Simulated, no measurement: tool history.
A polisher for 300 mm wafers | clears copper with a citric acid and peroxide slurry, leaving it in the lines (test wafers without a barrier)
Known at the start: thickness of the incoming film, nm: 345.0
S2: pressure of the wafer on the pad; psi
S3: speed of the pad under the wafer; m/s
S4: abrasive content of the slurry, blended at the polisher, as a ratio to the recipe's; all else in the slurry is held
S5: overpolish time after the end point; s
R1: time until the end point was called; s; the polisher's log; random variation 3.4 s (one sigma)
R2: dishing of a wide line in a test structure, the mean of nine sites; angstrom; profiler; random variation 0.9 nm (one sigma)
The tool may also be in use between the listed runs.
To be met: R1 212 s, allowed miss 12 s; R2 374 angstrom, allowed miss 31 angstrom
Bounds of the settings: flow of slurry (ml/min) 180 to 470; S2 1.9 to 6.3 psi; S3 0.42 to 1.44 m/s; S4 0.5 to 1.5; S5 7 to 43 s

Run 1, day 0: flow of slurry (ml/min) 300, S2 4.1 psi, S3 0.92 m/s, S4 1, S5 22 s. Result: R1 147.29 s, R2 358.29 angstrom.
Run 2, day 0.217: flow of slurry (ml/min) 300, S2 4.7 psi, S3 0.92 m/s, S4 1, S5 22 s. Result: R1 129.47 s, R2 406.33 angstrom.
Run 3, day 0.421: flow of slurry (ml/min) 300, S2 4.7 psi, S3 0.92 m/s, S4 1.15, S5 22 s. Result: R1 124.96 s, R2 418.71 angstrom.
Run 4, day 0.658: flow of slurry (ml/min) 300, S2 4.2 psi, S3 0.9 m/s, S4 1.15, S5 24 s. Result: R1 141.38 s, R2 400.73 angstrom.
At day 0.771: worn pad replaced by a new one.
Run 5, day 0.771: flow of slurry (ml/min) 300, S2 4.2 psi, S3 0.9 m/s, S4 1, S5 24 s. Result: R1 136.99 s, R2 400.53 angstrom.
Run 6, day 0.979: flow of slurry (ml/min) 300, S2 4.2 psi, S3 0.9 m/s, S4 1, S5 30 s. Result: R1 140.37 s, R2 540.72 angstrom.
Run 7, day 1.233: flow of slurry (ml/min) 300, S2 3.8 psi, S3 0.88 m/s, S4 1, S5 30 s. Result: R1 151.51 s, R2 468.65 angstrom.
Run 8, day 1.529: flow of slurry (ml/min) 300, S2 3.4 psi, S3 0.86 m/s, S4 1, S5 31 s. Result: R1 176.55 s, R2 413.7 angstrom.

5 next moves are on the table. One of them brings every result within its allowed miss. Which?
Run A, day 1.825: flow of slurry (ml/min) 290, S2 4.2 psi, S3 0.94 m/s, S4 1, S5 25 s. Result: R1 ?, R2 ?.
Run B, day 1.825: flow of slurry (ml/min) 285, S2 3.5 psi, S3 0.7 m/s, S4 0.8, S5 33 s. Result: R1 ?, R2 ?.
Run C, day 1.825: flow of slurry (ml/min) 430, S2 2.9 psi, S3 0.9 m/s, S4 0.9, S5 30 s. Result: R1 ?, R2 ?.
Run D, day 1.825: flow of slurry (ml/min) 310, S2 4.8 psi, S3 0.84 m/s, S4 1.1, S5 19 s. Result: R1 ?, R2 ?.
Run E, day 1.825: flow of slurry (ml/min) 325, S2 2.9 psi, S3 1.2 m/s, S4 0.9, S5 32 s. Result: R1 ?, R2 ?.

move      R1      R2
   A  131.16  451.05
   B  216.96  369.84
   C  193.08  373.72
   D  125.34  372.11
   E  149.39  487.77
A: further off than the last run
B: meets every target
C: nearer than the last run, and not there yet
D: further off than the last run
E: further off than the last run
Move B is the one to make.

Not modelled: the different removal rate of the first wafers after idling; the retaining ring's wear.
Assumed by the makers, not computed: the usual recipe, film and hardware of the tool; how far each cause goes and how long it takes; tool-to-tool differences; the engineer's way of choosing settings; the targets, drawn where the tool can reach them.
